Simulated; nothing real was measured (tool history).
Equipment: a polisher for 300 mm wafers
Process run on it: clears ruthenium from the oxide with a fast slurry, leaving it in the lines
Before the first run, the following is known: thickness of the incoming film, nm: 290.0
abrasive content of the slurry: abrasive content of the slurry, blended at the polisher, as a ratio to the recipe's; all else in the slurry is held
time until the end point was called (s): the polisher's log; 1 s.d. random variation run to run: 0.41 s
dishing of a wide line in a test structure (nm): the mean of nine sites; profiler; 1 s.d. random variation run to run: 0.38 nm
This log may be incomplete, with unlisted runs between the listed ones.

| run | hour | flow of slurry (ml/min) | pressure of the wafer on the pad (kPa) | speed of the pad under the wafer (cm/s) | abrasive content of the slurry | overpolish time after the end point (s) | time until the end point was called (s) | dishing of a wide line in a test structure (nm) |
|---|---|---|---|---|---|---|---|---|
| 1 | 0.0 | 190 | 23.4 | 130 | 1.00 | 12 | 37.548 | 56.056 |
| 2 | 7.4 | 190 | 22.8 | 130 | 1.00 | 11 | 38.286 | 52.044 |
| 3 | 12.6 | 190 | 21.4 | 132 | 1.00 | 10 | 40.383 | 45.971 |
| 4 | 20.4 | 190 | 21.4 | 162 | 1.00 | 10 | 33.032 | 55.686 |
| 5 | 27.0 | 150 | 21.4 | 162 | 1.00 | 10 | 33.518 | 51.292 |
| 6 | 34.1 | 150 | 21.4 | 180 | 1.00 | 10 | 30.751 | 55.547 |
| 7 | 42.8 | 145 | 20.0 | 174 | 1.05 | 9 | 32.884 | 50.446 |

What will run 8 give?
| 8 | 50.4 | 140 | 20.7 | 166 | 0.95 | 8 | ? | ? |

time until the end point was called (s): 35.646
dishing of a wide line in a test structure (nm): 43.690
